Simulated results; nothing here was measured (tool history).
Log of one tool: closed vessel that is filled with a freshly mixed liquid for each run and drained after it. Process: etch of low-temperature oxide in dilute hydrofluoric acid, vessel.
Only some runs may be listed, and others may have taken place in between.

run  hour  temperature setpoint of the liquid (°C)  parts of water to one part of 49 % hydrofluoric acid (parts by volume)  time in the liquid (s)  thickness taken off the low-temperature oxide on a monitor wafer (Å)
  1     0                                       25                                                                     135                     220                                                                382.09
  2   5.1                                       25                                                                     135                     235                                                                405.32
  3  10.3                                     23.5                                                                     135                     235                                                                374.18
  4  12.9                                     26.5                                                                     115                     235                                                                515.76
  5  13.8                                     28.5                                                                      95                     235                                                                 691.1
  6  20.8                                     28.5                                                                      95                     220                                                                 628.4
  7    27                                       30                                                                      80                     220                                                                817.47

Estimate the outcome of run 8 from the log above:
  8  31.2                                       31                                                                      75                     220                                                                     ?

Run 8 came out at thickness taken off the low-temperature oxide on a monitor wafer (Å) 937.82.
